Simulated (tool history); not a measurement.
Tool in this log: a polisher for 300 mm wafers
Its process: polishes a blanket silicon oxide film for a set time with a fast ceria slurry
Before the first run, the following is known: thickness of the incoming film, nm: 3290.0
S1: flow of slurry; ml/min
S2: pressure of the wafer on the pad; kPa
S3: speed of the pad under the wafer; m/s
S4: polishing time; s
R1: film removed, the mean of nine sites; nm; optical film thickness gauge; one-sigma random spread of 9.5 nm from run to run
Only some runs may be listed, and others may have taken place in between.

run	hour	S1	S2	S3	S4	R1
1	0.0	145	14.5	1.14	52	699.44
2	5.4	165	14.5	1.14	52	720.01
3	7.1	165	14.5	1.14	47	647.75
4	8.4	165	14.5	1.14	47	663.58
5	15.1	165	14.5	0.86	47	492.52
6	17.5	165	14.5	1.06	47	611.36

What does the tool deliver on the next run?
7	25.6	165	15.2	1.06	47	?

R1: 631.18 nm

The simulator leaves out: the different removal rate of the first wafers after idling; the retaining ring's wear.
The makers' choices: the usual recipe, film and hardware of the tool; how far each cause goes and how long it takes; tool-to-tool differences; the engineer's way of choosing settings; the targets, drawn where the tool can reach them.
